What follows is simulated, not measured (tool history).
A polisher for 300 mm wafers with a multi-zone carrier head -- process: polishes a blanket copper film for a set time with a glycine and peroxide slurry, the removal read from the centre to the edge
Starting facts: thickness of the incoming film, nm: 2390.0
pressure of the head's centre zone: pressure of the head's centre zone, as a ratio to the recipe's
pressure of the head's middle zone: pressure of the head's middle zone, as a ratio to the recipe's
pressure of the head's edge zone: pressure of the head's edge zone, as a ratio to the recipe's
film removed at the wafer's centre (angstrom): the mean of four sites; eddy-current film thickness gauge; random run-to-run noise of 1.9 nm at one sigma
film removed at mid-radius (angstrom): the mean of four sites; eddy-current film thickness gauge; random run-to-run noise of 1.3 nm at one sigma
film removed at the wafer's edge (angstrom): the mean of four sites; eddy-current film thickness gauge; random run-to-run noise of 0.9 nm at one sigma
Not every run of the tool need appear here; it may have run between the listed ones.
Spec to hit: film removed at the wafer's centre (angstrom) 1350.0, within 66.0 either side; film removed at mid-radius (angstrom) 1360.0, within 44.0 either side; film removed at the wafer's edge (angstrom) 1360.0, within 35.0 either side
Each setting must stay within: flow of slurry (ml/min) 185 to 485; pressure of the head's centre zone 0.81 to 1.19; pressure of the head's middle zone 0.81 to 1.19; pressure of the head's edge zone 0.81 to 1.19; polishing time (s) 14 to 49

run,hour,flow of slurry (ml/min),pressure of the head's centre zone,pressure of the head's middle zone,pressure of the head's edge zone,polishing time (s),film removed at the wafer's centre (angstrom),film removed at mid-radius (angstrom),film removed at the wafer's edge (angstrom)
1,0.0,310,1.00,1.00,1.00,31,1944.3,1957.4,1989.0
2,1.1,310,1.00,1.00,0.97,31,1995.0,1968.2,1963.3
3,9.3,305,0.97,0.98,0.94,28,1756.4,1763.9,1737.0
4,14.8,300,0.94,0.95,0.92,27,1644.0,1662.0,1657.1
5,20.5,300,0.97,0.95,0.92,27,1674.0,1641.7,1654.7
6,23.1,300,0.97,0.88,0.92,27,1646.4,1571.7,1663.1
7,27.9,285,0.92,0.89,0.82,21,1200.8,1206.6,1219.1
8,34.7,300,0.93,0.91,0.85,21,1234.6,1247.3,1239.8
9,36.9,305,0.94,0.92,0.88,21,1237.0,1252.2,1252.0
10,37.6,305,0.95,0.93,0.90,21,1294.2,1261.6,1275.0
11,42.8,305,0.94,0.94,0.92,21,1260.0,1284.6,1294.0
12,51.4,345,0.99,0.97,0.97,22,1348.5,1413.6,1392.4

4 next moves are on the table. One of them brings every result within its allowed miss. Which?
A,60.0,485,0.97,0.94,0.96,22,?,?,?
B,60.0,400,0.99,1.03,0.94,22,?,?,?
C,60.0,325,1.01,0.90,1.01,21,?,?,?
D,60.0,365,1.06,1.08,1.11,20,?,?,?

move,film removed at the wafer's centre (angstrom),film removed at mid-radius (angstrom),film removed at the wafer's edge (angstrom)
A,1411.0,1389.6,1412.7
B,1413.0,1460.7,1383.0
C,1341.7,1248.3,1349.4
D,1342.8,1362.3,1355.1
A: the furthest-off result lands on target, but another misses its tolerance
B: further off than the last run
C: takes the result that was furthest off past its target
D: all results in spec
Move D is the one to make.
